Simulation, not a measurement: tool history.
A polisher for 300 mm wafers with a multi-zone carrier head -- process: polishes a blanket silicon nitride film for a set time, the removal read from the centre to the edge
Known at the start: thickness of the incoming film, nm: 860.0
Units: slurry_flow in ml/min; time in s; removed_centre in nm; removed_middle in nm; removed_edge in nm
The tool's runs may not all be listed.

| run | day | slurry_flow | centre_zone | middle_zone | edge_zone | time | removed_centre | removed_middle | removed_edge |
|---|---|---|---|---|---|---|---|---|---|
| 1 | 0.000 | 145 | 1.00 | 1.00 | 1.00 | 70 | 85.506 | 80.968 | 77.562 |
| 2 | 0.371 | 140 | 0.98 | 0.98 | 1.00 | 67 | 80.483 | 74.726 | 73.948 |
| 3 | 0.404 | 140 | 0.98 | 0.93 | 1.00 | 67 | 82.602 | 73.135 | 75.294 |
| 4 | 0.729 | 135 | 0.96 | 0.93 | 1.00 | 64 | 72.822 | 69.174 | 71.470 |
| 5 | 0.946 | 155 | 0.96 | 0.93 | 1.00 | 64 | 75.442 | 70.783 | 71.137 |
| 6 | 1.146 | 180 | 0.96 | 0.93 | 1.00 | 64 | 78.177 | 72.863 | 74.088 |
| 7 | 1.500 | 175 | 0.94 | 0.91 | 0.99 | 61 | 71.989 | 67.310 | 69.609 |
| 8 | 1.783 | 170 | 0.92 | 0.89 | 0.97 | 59 | 68.594 | 65.747 | 67.192 |

What will run 9 give?
|  | 1.983 | centre zone pressure recalibrated |
| 9 | 1.983 | 165 | 0.91 | 0.88 | 0.97 | 57 | ? | ? | ? |

Logged for run 9: removed_centre 58.933 nm, removed_middle 60.901 nm, removed_edge 62.585 nm.
